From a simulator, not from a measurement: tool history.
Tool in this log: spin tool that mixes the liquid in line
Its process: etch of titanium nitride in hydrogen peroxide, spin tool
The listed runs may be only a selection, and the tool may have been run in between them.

run,day,temperature setpoint of the liquid (°C),concentration of hydrogen peroxide in the mixed liquid (% by weight),time under the liquid (s),thickness taken off the titanium nitride on a monitor wafer (angstrom)
1,0.000,48.0,22.0,320,71.762
2,0.317,48.0,24.0,320,71.829
3,0.442,48.0,21.0,320,70.476
4,0.496,48.0,21.0,320,69.687
5,0.825,44.5,21.0,320,54.300
6,1.017,44.5,24.5,320,55.326

For run 7, what comes out?
7,1.312,44.0,24.5,320,?

thickness taken off the titanium nitride on a monitor wafer (angstrom): 54.416

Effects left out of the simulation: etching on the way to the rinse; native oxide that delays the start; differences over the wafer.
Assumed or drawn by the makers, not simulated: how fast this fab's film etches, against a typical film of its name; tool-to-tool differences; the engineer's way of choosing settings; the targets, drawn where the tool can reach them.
